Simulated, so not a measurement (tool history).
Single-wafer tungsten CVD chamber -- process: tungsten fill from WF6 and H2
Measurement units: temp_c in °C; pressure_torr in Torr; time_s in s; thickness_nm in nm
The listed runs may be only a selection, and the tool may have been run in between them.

run,hour,temp_c,pressure_torr,time_s,thickness_nm
1,0,375,52.3,26.4,52.896
2,3.3,375,47.3,26.4,50.315
3,9.9,380,47.3,26.4,55.79
4,16.1,376,47.2,26.4,51.147
5,21.8,384,47.2,26.4,59.071
6,25.9,379,47,26.4,54.142
7,34.6,376,46.9,26.4,51.133
8,41.9,374,46.8,26.4,49.147
# hour 42.8: thermocouple changed; heater temperature recalibrated
9,42.8,372,46.7,26.4,51.536

The next listed run, before its measurement:
10,47.4,366,45.6,26.4,?

thickness_nm: 45.484 nm
